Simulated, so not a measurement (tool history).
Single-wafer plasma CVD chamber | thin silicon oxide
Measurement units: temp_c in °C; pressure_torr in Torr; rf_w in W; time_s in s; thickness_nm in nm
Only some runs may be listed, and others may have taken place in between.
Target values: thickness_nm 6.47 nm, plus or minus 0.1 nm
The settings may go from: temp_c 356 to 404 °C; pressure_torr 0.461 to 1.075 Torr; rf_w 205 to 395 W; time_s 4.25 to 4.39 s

Run 1, hour 0: temp_c 380 °C, pressure_torr 0.768 Torr, rf_w 300 W, time_s 4.25 s. Result: thickness_nm 7.4432 nm.
Run 2, hour 4.8: temp_c 391 °C, pressure_torr 0.768 Torr, rf_w 300 W, time_s 4.25 s. Result: thickness_nm 7.3054 nm.
Run 3, hour 7.7: temp_c 392 °C, pressure_torr 0.739 Torr, rf_w 300 W, time_s 4.25 s. Result: thickness_nm 7.068 nm.
Run 4, hour 14.6: temp_c 392 °C, pressure_torr 0.622 Torr, rf_w 300 W, time_s 4.25 s. Result: thickness_nm 5.8567 nm.
Run 5, hour 15.7: temp_c 382 °C, pressure_torr 0.622 Torr, rf_w 300 W, time_s 4.25 s. Result: thickness_nm 5.953 nm.
Run 6, hour 21.3: temp_c 382 °C, pressure_torr 0.639 Torr, rf_w 300 W, time_s 4.25 s. Result: thickness_nm 6.078 nm.
Run 7, hour 27.3: temp_c 382 °C, pressure_torr 0.697 Torr, rf_w 300 W, time_s 4.25 s. Result: thickness_nm 6.6285 nm.
Run 8, hour 31.7: temp_c 382 °C, pressure_torr 0.692 Torr, rf_w 300 W, time_s 4.25 s. Result: thickness_nm 6.6479 nm.
Run 9, hour 40.6: temp_c 383 °C, pressure_torr 0.687 Torr, rf_w 300 W, time_s 4.25 s. Result: thickness_nm 6.5963 nm.

5 candidate next runs follow, results not yet known. Just one meets every target within its allowed miss. Identify it.
Run A, hour 49.5: temp_c 362 °C, pressure_torr 0.653 Torr, rf_w 315 W, time_s 4.28 s. Result: thickness_nm ?.
Run B, hour 49.5: temp_c 374 °C, pressure_torr 0.671 Torr, rf_w 300 W, time_s 4.39 s. Result: thickness_nm ?.
Run C, hour 49.5: temp_c 394 °C, pressure_torr 0.697 Torr, rf_w 290 W, time_s 4.39 s. Result: thickness_nm ?.
Run D, hour 49.5: temp_c 385 °C, pressure_torr 0.69 Torr, rf_w 305 W, time_s 4.25 s. Result: thickness_nm ?.
Run E, hour 49.5: temp_c 383 °C, pressure_torr 0.706 Torr, rf_w 290 W, time_s 4.29 s. Result: thickness_nm ?.

move  thickness_nm
   A        6.5079
   B          6.71
   C        6.8192
   D         6.691
   E        6.7972
A: hits every target within its allowed miss
B: misses by more than the last run did
C: misses by more than the last run did
D: misses by more than the last run did
E: misses by more than the last run did
The move that meets every target is A.
